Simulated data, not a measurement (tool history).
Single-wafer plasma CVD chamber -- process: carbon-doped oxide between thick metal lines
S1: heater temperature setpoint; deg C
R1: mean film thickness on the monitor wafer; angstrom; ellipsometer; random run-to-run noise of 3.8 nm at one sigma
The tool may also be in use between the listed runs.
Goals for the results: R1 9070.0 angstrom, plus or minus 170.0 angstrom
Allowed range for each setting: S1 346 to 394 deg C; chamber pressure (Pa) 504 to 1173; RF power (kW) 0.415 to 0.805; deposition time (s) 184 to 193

{"run": 1, "hour": 0.0, "S1": 370, "chamber pressure (Pa)": 839, "RF power (kW)": 0.61, "deposition time (s)": 193, "R1": 10083.0}
{"run": 2, "hour": 1.0, "S1": 370, "chamber pressure (Pa)": 839, "RF power (kW)": 0.61, "deposition time (s)": 193, "R1": 10188.0}
{"run": 3, "hour": 5.7, "S1": 364, "chamber pressure (Pa)": 839, "RF power (kW)": 0.61, "deposition time (s)": 193, "R1": 10221.0}
{"run": 4, "hour": 8.8, "S1": 364, "chamber pressure (Pa)": 839, "RF power (kW)": 0.665, "deposition time (s)": 193, "R1": 10607.0}
{"run": 5, "hour": 17.1, "S1": 364, "chamber pressure (Pa)": 839, "RF power (kW)": 0.585, "deposition time (s)": 193, "R1": 10077.0}
{"run": 6, "hour": 23.6, "S1": 365, "chamber pressure (Pa)": 797, "RF power (kW)": 0.555, "deposition time (s)": 192, "R1": 9782.9}
{"run": 7, "hour": 30.5, "S1": 366, "chamber pressure (Pa)": 785, "RF power (kW)": 0.53, "deposition time (s)": 191, "R1": 9572.4}
{"run": 8, "hour": 37.8, "S1": 367, "chamber pressure (Pa)": 777, "RF power (kW)": 0.51, "deposition time (s)": 191, "R1": 9352.9}

Which single option among these 4 for the next run brings every result within its allowed miss of target? Just one does.
{"run": "A", "hour": 45.1, "S1": 365, "chamber pressure (Pa)": 795, "RF power (kW)": 0.515, "deposition time (s)": 184, "R1": "?"}
{"run": "B", "hour": 45.1, "S1": 374, "chamber pressure (Pa)": 907, "RF power (kW)": 0.53, "deposition time (s)": 192, "R1": "?"}
{"run": "C", "hour": 45.1, "S1": 365, "chamber pressure (Pa)": 769, "RF power (kW)": 0.52, "deposition time (s)": 193, "R1": "?"}
{"run": "D", "hour": 45.1, "S1": 376, "chamber pressure (Pa)": 751, "RF power (kW)": 0.605, "deposition time (s)": 188, "R1": "?"}

move=A R1=9066.9
move=B R1=9565.3
move=C R1=9495.4
move=D R1=9556.7
A: every result lands within tolerance
B: misses by more than the last run did
C: misses by more than the last run did
D: misses by more than the last run did
The move that meets every target is A.
